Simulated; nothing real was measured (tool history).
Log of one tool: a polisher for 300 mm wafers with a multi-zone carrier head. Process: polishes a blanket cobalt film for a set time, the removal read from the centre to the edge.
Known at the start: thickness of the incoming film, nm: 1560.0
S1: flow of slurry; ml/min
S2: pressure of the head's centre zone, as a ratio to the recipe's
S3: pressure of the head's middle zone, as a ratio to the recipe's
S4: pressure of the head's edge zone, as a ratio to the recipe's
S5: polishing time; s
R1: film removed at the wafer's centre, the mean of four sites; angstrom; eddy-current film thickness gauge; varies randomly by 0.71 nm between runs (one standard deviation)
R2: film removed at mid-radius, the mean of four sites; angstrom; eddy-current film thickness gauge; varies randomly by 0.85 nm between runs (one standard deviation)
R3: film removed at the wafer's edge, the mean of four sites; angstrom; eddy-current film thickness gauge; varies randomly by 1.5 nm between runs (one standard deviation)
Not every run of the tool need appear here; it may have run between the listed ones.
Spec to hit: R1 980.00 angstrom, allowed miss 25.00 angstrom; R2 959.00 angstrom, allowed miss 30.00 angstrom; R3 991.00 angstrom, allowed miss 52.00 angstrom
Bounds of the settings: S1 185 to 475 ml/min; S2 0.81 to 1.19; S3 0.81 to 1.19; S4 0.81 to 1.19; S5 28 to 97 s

Run 1, hour 0.0: S1 305 ml/min, S2 1.00, S3 1.00, S4 1.00, S5 62 s. Result: R1 1305.60 angstrom, R2 1321.20 angstrom, R3 1358.60 angstrom.
Run 2, hour 5.3: S1 270 ml/min, S2 1.00, S3 1.00, S4 1.00, S5 62 s. Result: R1 1283.40 angstrom, R2 1310.40 angstrom, R3 1339.70 angstrom.
Run 3, hour 11.9: S1 270 ml/min, S2 1.00, S3 1.00, S4 1.05, S5 62 s. Result: R1 1272.30 angstrom, R2 1300.70 angstrom, R3 1367.50 angstrom.
Run 4, hour 14.2: S1 270 ml/min, S2 1.00, S3 1.00, S4 1.05, S5 74 s. Result: R1 1544.40 angstrom, R2 1552.70 angstrom, R3 1619.30 angstrom.
Run 5, hour 18.6: S1 270 ml/min, S2 1.00, S3 1.00, S4 1.05, S5 69 s. Result: R1 1414.20 angstrom, R2 1449.40 angstrom, R3 1543.40 angstrom.
Run 6, hour 23.1: S1 270 ml/min, S2 1.00, S3 1.00, S4 1.05, S5 77 s. Result: R1 1581.30 angstrom, R2 1610.10 angstrom, R3 1731.70 angstrom.
At hour 25.7: edge zone pressure recalibrated.
Run 7, hour 25.7: S1 270 ml/min, S2 0.99, S3 0.97, S4 1.01, S5 68 s. Result: R1 1391.90 angstrom, R2 1407.40 angstrom, R3 1496.70 angstrom.
Run 8, hour 32.0: S1 280 ml/min, S2 1.00, S3 0.96, S4 0.99, S5 61 s. Result: R1 1265.90 angstrom, R2 1242.90 angstrom, R3 1300.20 angstrom.
Run 9, hour 38.4: S1 275 ml/min, S2 0.98, S3 0.93, S4 0.96, S5 58 s. Result: R1 1170.50 angstrom, R2 1152.10 angstrom, R3 1239.20 angstrom.

Next run, 4 choices. One meets every target within its allowed miss, the rest don't. Which?
Run A, hour 44.8: S1 295 ml/min, S2 1.02, S3 0.97, S4 1.01, S5 46 s. Result: R1 ?, R2 ?, R3 ?.
Run B, hour 44.8: S1 315 ml/min, S2 1.06, S3 0.93, S4 0.86, S5 44 s. Result: R1 ?, R2 ?, R3 ?.
Run C, hour 44.8: S1 245 ml/min, S2 0.97, S3 0.85, S4 1.04, S5 52 s. Result: R1 ?, R2 ?, R3 ?.
Run D, hour 44.8: S1 190 ml/min, S2 0.91, S3 0.81, S4 1.03, S5 55 s. Result: R1 ?, R2 ?, R3 ?.

move       R1      R2       R3
   A   973.43  944.51   986.53
   B   973.63  881.19   879.52
   C  1025.40  955.12  1118.20
   D   985.83  950.63  1153.60
A: meets every target
B: gets the furthest-off result to its target, but another result is out of tolerance
C: closes in on the targets versus the last run, not all within tolerance yet
D: gets the furthest-off result to its target, but another result is out of tolerance
The right move is A.

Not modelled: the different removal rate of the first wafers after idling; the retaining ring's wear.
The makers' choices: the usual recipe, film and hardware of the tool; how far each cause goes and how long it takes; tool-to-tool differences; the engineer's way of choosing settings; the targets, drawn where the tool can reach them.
